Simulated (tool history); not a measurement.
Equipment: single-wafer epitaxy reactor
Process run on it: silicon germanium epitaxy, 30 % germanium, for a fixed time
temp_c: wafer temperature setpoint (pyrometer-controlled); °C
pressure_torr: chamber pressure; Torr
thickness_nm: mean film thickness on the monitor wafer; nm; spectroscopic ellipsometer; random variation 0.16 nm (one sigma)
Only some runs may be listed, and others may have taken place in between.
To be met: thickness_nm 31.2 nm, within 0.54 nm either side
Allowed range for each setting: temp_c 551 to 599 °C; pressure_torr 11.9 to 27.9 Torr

run	hour	temp_c	pressure_torr	thickness_nm
1	0	575	19.9	36.477
2	2	574	19.9	35.621
3	2.6	574	17.8	33.987
4	3.7	574	20.4	35.669
5	11.6	573	20.4	35.141
6	15.7	581	20.4	41.887
7	19.7	579	20.4	40.298
8	26.1	577	20.4	38.387
9	27	565	20.2	29.092
10	34.6	567	20.2	30.497

Of the 4 settings listed for the next run, only one would bring every result within its allowed miss of target. Which one?
A	42.2	566	20.1	?
B	42.2	562	24.9	?
C	42.2	567	18.2	?
D	42.2	569	19.2	?

move	thickness_nm
A	29.799
B	29.57
C	29.33
D	31.321
A: the biggest miss grows against the last run
B: the biggest miss grows against the last run
C: the biggest miss grows against the last run
D: meets every target
So the answer is move D, the one that meets all the targets.

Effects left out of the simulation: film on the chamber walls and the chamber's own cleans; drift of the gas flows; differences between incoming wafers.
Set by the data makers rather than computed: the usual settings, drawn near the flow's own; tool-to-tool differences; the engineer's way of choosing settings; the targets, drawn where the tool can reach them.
